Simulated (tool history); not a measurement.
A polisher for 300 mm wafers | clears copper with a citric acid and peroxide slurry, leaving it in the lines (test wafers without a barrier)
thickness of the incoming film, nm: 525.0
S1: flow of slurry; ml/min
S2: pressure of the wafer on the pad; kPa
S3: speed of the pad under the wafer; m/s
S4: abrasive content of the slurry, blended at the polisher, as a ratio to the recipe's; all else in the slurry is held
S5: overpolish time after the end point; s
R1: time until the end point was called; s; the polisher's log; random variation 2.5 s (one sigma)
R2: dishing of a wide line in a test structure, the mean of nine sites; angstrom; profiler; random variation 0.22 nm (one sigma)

run  hour   S1    S2    S3   S4  S5      R1       R2
  1   0.0  215  27.6  1.22  1.0  10  169.12  235.310
  2   2.6  215  26.2  1.22  1.0   9  177.34  204.280
  3   3.7  215  26.2  1.06  1.0   9  204.50  186.140
  4   8.7  215  26.2  1.06  1.1   9  198.65  187.370
  5  17.5  215  25.5  1.06  1.1   8  203.53  167.050
  6  21.0  215  25.5  1.06  1.1   4  201.74   88.963

Forecast run 7:
  7  23.8  215  25.5  1.06  1.1   5   ?   ?

R1: 205.65 s
R2: 103.610 angstrom

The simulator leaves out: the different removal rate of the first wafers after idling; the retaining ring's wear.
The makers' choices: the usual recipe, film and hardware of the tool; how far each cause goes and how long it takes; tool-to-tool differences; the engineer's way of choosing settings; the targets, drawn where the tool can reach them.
